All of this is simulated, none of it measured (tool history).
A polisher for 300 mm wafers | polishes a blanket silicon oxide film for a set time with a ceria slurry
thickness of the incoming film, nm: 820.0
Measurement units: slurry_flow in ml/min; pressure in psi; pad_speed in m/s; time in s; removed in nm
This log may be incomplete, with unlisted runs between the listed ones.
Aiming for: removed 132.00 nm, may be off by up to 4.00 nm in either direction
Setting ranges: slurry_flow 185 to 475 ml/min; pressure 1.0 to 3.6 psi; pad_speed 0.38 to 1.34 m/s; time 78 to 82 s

Run 1, day 0.000: slurry_flow 305 ml/min, pressure 2.3 psi, pad_speed 0.86 m/s, time 78 s. Result: removed 191.39 nm.
Run 2, day 0.204: slurry_flow 305 ml/min, pressure 2.2 psi, pad_speed 0.86 m/s, time 78 s. Result: removed 186.14 nm.
Run 3, day 0.238: slurry_flow 305 ml/min, pressure 2.2 psi, pad_speed 0.86 m/s, time 78 s. Result: removed 185.80 nm.
Run 4, day 0.596: slurry_flow 370 ml/min, pressure 2.2 psi, pad_speed 0.86 m/s, time 78 s. Result: removed 188.01 nm.
Run 5, day 0.838: slurry_flow 370 ml/min, pressure 2.2 psi, pad_speed 1.00 m/s, time 78 s. Result: removed 216.45 nm.
Run 6, day 0.925: slurry_flow 370 ml/min, pressure 2.5 psi, pad_speed 1.00 m/s, time 78 s. Result: removed 240.01 nm.
Run 7, day 1.279: slurry_flow 370 ml/min, pressure 2.2 psi, pad_speed 0.98 m/s, time 78 s. Result: removed 209.00 nm.
Run 8, day 1.588: slurry_flow 370 ml/min, pressure 2.0 psi, pad_speed 0.98 m/s, time 78 s. Result: removed 194.46 nm.
Run 9, day 1.896: slurry_flow 370 ml/min, pressure 1.8 psi, pad_speed 0.98 m/s, time 78 s. Result: removed 179.78 nm.
Run 10, day 1.954: slurry_flow 370 ml/min, pressure 1.7 psi, pad_speed 0.98 m/s, time 78 s. Result: removed 173.42 nm.
Run 11, day 2.108: slurry_flow 370 ml/min, pressure 1.6 psi, pad_speed 0.98 m/s, time 78 s. Result: removed 165.14 nm.
Run 12, day 2.154: slurry_flow 370 ml/min, pressure 1.5 psi, pad_speed 0.98 m/s, time 78 s. Result: removed 158.19 nm.
Run 13, day 2.354: slurry_flow 370 ml/min, pressure 1.4 psi, pad_speed 0.98 m/s, time 78 s. Result: removed 150.40 nm.
Run 14, day 2.417: slurry_flow 370 ml/min, pressure 1.3 psi, pad_speed 0.98 m/s, time 78 s. Result: removed 144.34 nm.

Exactly one of the 5 candidate moves below puts every result within its allowed miss. Which one?
Run A, day 2.479: slurry_flow 375 ml/min, pressure 1.1 psi, pad_speed 1.00 m/s, time 80 s. Result: removed ?.
Run B, day 2.479: slurry_flow 370 ml/min, pressure 1.7 psi, pad_speed 0.90 m/s, time 82 s. Result: removed ?.
Run C, day 2.479: slurry_flow 360 ml/min, pressure 1.2 psi, pad_speed 0.88 m/s, time 78 s. Result: removed ?.
Run D, day 2.479: slurry_flow 380 ml/min, pressure 1.3 psi, pad_speed 1.02 m/s, time 82 s. Result: removed ?.
Run E, day 2.479: slurry_flow 275 ml/min, pressure 1.5 psi, pad_speed 0.74 m/s, time 81 s. Result: removed ?.

move  removed
   A   133.76
   B   168.79
   C   121.91
   D   156.89
   E   123.54
A: every result within its allowed miss
B: its largest miss is bigger than the last run's
C: pushes the last run's worst result past its target
D: its largest miss is bigger than the last run's
E: pushes the last run's worst result past its target
So the answer is move A, the one that meets all the targets.
